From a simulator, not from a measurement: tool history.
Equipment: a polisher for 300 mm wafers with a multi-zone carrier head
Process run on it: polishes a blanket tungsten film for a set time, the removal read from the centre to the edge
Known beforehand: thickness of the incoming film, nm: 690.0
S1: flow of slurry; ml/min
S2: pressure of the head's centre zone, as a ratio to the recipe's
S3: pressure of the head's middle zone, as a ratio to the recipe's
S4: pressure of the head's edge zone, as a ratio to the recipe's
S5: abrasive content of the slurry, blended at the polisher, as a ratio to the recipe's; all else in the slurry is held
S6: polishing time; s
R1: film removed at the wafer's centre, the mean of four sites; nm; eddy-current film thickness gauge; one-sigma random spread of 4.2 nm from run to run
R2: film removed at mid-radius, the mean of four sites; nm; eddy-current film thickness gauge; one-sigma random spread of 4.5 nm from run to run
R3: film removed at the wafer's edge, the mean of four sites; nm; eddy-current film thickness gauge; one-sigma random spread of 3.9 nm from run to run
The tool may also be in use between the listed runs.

Run 1, hour 0: S1 165 ml/min, S2 1, S3 1, S4 1, S5 1, S6 37 s. Result: R1 214.98 nm, R2 213.61 nm, R3 215.36 nm.
Run 2, hour 1: S1 165 ml/min, S2 1, S3 0.97, S4 1, S5 1, S6 37 s. Result: R1 215.82 nm, R2 210.07 nm, R3 213.72 nm.
Run 3, hour 9.9: S1 170 ml/min, S2 1, S3 0.99, S4 1, S5 1.05, S6 38 s. Result: R1 218.96 nm, R2 220.35 nm, R3 216.64 nm.
Run 4, hour 14.1: S1 170 ml/min, S2 1.06, S3 0.99, S4 1, S5 1.05, S6 38 s. Result: R1 239.53 nm, R2 225.22 nm, R3 222.7 nm.
Run 5, hour 20.4: S1 170 ml/min, S2 1.06, S3 0.99, S4 1, S5 0.9, S6 38 s. Result: R1 234.81 nm, R2 216.47 nm, R3 217.27 nm.
Run 6, hour 26.2: S1 150 ml/min, S2 1.06, S3 0.99, S4 1, S5 0.9, S6 38 s. Result: R1 223.21 nm, R2 214.96 nm, R3 214.31 nm.
Run 7, hour 27.6: S1 145 ml/min, S2 1.06, S3 1, S4 1.01, S5 0.95, S6 39 s. Result: R1 231.07 nm, R2 223.11 nm, R3 218.3 nm.
Run 8, hour 35.4: S1 150 ml/min, S2 1.05, S3 1.01, S4 1.02, S5 1, S6 40 s. Result: R1 237.47 nm, R2 232.42 nm, R3 227.87 nm.
Run 9, hour 40.9: S1 150 ml/min, S2 1.04, S3 1.02, S4 1.02, S5 1.05, S6 41 s. Result: R1 246.18 nm, R2 235.89 nm, R3 237.3 nm.
Run 10, hour 46.4: S1 150 ml/min, S2 1.02, S3 1.04, S4 1, S5 1.05, S6 42 s. Result: R1 241.36 nm, R2 251.37 nm, R3 241.06 nm.

What will run 11 give?
Run 11, hour 48.8: S1 155 ml/min, S2 1.02, S3 1.05, S4 1, S5 1.1, S6 43 s. Result: R1 ?, R2 ?, R3 ?.

Run 11 came out at R1 252.16 nm, R2 257.94 nm, R3 252.65 nm.
